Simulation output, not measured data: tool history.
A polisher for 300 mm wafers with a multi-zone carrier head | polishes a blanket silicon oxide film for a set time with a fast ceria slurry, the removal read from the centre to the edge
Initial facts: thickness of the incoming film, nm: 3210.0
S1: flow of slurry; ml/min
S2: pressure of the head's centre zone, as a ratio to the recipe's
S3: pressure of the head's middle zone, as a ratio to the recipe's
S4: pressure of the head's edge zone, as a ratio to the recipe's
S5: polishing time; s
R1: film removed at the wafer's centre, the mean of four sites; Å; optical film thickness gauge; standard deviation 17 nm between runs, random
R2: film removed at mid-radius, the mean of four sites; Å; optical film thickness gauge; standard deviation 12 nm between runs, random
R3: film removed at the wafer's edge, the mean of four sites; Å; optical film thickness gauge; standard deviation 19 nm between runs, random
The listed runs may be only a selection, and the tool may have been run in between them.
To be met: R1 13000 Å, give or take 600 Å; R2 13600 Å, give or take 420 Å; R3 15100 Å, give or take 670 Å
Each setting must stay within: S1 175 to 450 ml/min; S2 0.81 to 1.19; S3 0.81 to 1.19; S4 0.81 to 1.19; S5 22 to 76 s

run,hour,S1,S2,S3,S4,S5,R1,R2,R3
1,0,290,1,1,1,49,12087,12137,12068
2,6.6,290,0.96,1,1,49,11521,12120,12285
3,9.8,295,0.96,1,1.04,51,12484,12473,12906
4,10.8,295,0.93,1.01,1.07,52,12066,12863,12803
5,19.8,345,0.93,1.01,1.07,52,11945,13212,13105
6,22.8,345,0.93,1.01,1.13,52,12546,13154,13327
7,31.8,350,0.91,0.99,1.14,53,12204,13227,14006
8,39.5,355,0.91,0.98,1.15,54,12818,13206,13852

Below are 5 possible settings for the next run. Only one of them brings all results inside the allowed miss of their targets. Which is it?
A,47.2,420,0.87,0.92,1.1,58,?,?,?
B,47.2,340,0.83,0.94,1.14,55,?,?,?
C,47.2,375,0.93,1.05,1.13,53,?,?,?
D,47.2,380,0.96,1.05,1.11,51,?,?,?
E,47.2,330,1.03,1.05,1.09,52,?,?,?

move,R1,R2,R3
A,12987,13578,15090
B,11541,12903,14310
C,12591,13750,13809
D,12524,13242,13214
E,13538,13345,13271
A: all results in spec
B: moves away from the targets compared with the last run
C: no better and no worse than the last run
D: moves away from the targets compared with the last run
E: moves away from the targets compared with the last run
Go with A: it meets all targets.

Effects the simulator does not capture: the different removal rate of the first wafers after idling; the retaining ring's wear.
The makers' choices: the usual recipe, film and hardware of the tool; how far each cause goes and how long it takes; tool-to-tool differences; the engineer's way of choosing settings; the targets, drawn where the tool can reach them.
